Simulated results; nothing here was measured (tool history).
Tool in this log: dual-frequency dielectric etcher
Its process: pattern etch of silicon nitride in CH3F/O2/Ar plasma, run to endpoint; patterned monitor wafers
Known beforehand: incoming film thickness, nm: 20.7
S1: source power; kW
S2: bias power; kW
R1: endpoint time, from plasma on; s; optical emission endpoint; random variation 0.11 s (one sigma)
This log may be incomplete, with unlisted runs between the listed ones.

{"run": 1, "hour": 0.0, "S1": 0.35, "S2": 0.063, "R1": 32.951}
{"run": 2, "hour": 7.1, "S1": 0.31, "S2": 0.063, "R1": 34.238}
{"run": 3, "hour": 12.2, "S1": 0.31, "S2": 0.057, "R1": 35.948}
{"run": 4, "hour": 17.0, "S1": 0.26, "S2": 0.057, "R1": 38.095}
{"run": 5, "hour": 20.7, "S1": 0.3, "S2": 0.057, "R1": 36.187}
{"run": 6, "hour": 27.4, "S1": 0.32, "S2": 0.058, "R1": 35.327}

The next listed run, before its measurement:
{"run": 7, "hour": 36.5, "S1": 0.39, "S2": 0.071, "R1": "?"}

{"run 7": {"R1": 30.295}}

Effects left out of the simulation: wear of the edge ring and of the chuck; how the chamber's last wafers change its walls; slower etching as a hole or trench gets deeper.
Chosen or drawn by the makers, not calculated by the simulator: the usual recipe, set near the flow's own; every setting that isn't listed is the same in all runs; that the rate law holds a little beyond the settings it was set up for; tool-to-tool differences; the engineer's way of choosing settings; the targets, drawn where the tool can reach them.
